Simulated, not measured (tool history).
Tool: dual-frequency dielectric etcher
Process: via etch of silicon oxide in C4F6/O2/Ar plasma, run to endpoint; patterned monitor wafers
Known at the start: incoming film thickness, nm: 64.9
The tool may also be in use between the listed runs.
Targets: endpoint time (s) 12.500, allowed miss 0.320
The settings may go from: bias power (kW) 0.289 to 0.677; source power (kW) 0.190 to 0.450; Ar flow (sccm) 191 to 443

{"run": 1, "hour": 0.0, "bias power (kW)": 0.483, "source power (kW)": 0.32, "Ar flow (sccm)": 317, "endpoint time (s)": 14.667}
{"run": 2, "hour": 5.4, "bias power (kW)": 0.529, "source power (kW)": 0.33, "Ar flow (sccm)": 314, "endpoint time (s)": 13.959}
{"run": 3, "hour": 6.2, "bias power (kW)": 0.529, "source power (kW)": 0.33, "Ar flow (sccm)": 292, "endpoint time (s)": 13.779}
{"run": 4, "hour": 10.3, "bias power (kW)": 0.529, "source power (kW)": 0.33, "Ar flow (sccm)": 329, "endpoint time (s)": 13.983}
{"run": 5, "hour": 19.0, "bias power (kW)": 0.561, "source power (kW)": 0.34, "Ar flow (sccm)": 328, "endpoint time (s)": 13.413}
{"run": 6, "hour": 25.7, "bias power (kW)": 0.581, "source power (kW)": 0.34, "Ar flow (sccm)": 327, "endpoint time (s)": 13.244}
{"run": 7, "hour": 34.6, "bias power (kW)": 0.598, "source power (kW)": 0.34, "Ar flow (sccm)": 326, "endpoint time (s)": 13.124}
{"run": 8, "hour": 42.1, "bias power (kW)": 0.613, "source power (kW)": 0.34, "Ar flow (sccm)": 325, "endpoint time (s)": 12.998}
{"run": 9, "hour": 49.0, "bias power (kW)": 0.625, "source power (kW)": 0.34, "Ar flow (sccm)": 324, "endpoint time (s)": 12.862}

5 next moves are on the table. One of them brings every result within its allowed miss. Which?
{"run": "A", "hour": 55.9, "bias power (kW)": 0.6, "source power (kW)": 0.34, "Ar flow (sccm)": 342, "endpoint time (s)": "?"}
{"run": "B", "hour": 55.9, "bias power (kW)": 0.595, "source power (kW)": 0.32, "Ar flow (sccm)": 302, "endpoint time (s)": "?"}
{"run": "C", "hour": 55.9, "bias power (kW)": 0.642, "source power (kW)": 0.34, "Ar flow (sccm)": 286, "endpoint time (s)": "?"}
{"run": "D", "hour": 55.9, "bias power (kW)": 0.626, "source power (kW)": 0.32, "Ar flow (sccm)": 327, "endpoint time (s)": "?"}
{"run": "E", "hour": 55.9, "bias power (kW)": 0.628, "source power (kW)": 0.32, "Ar flow (sccm)": 322, "endpoint time (s)": "?"}

move=A endpoint_time_(s)=13.102
move=B endpoint_time_(s)=13.363
move=C endpoint_time_(s)=12.494
move=D endpoint_time_(s)=13.212
move=E endpoint_time_(s)=13.172
A: further off than the last run
B: further off than the last run
C: meets every target
D: further off than the last run
E: further off than the last run
Move C is the one to make.
